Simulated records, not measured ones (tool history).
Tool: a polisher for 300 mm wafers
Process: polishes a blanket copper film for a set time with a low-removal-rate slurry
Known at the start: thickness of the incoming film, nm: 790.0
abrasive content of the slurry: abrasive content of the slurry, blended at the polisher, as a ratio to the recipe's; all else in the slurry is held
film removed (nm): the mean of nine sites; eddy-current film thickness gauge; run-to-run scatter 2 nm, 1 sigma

run,hour,flow of slurry (ml/min),pressure of the wafer on the pad (psi),speed of the pad under the wafer (m/s),abrasive content of the slurry,polishing time (s),film removed (nm)
1,0,160,2.9,1.2,1,45,164.16
2,1.9,165,3,1.2,1,45,170.89
3,4.2,165,3,1.08,1,45,151.49
4,6.6,165,3.1,1.08,1,45,159.14
5,11.7,165,3.1,1.08,1,45,158.67
6,17.8,165,3.1,1.28,1,45,183.72
# hour 22.2: head pressure recalibrated
7,22.2,165,3.2,1.28,1,45,170.65
8,29.8,185,4,1.3,1,45,216.36

Run 9 comes next. What will it give?
9,33,185,3.9,1.3,1,45,?

film removed (nm): 213.97
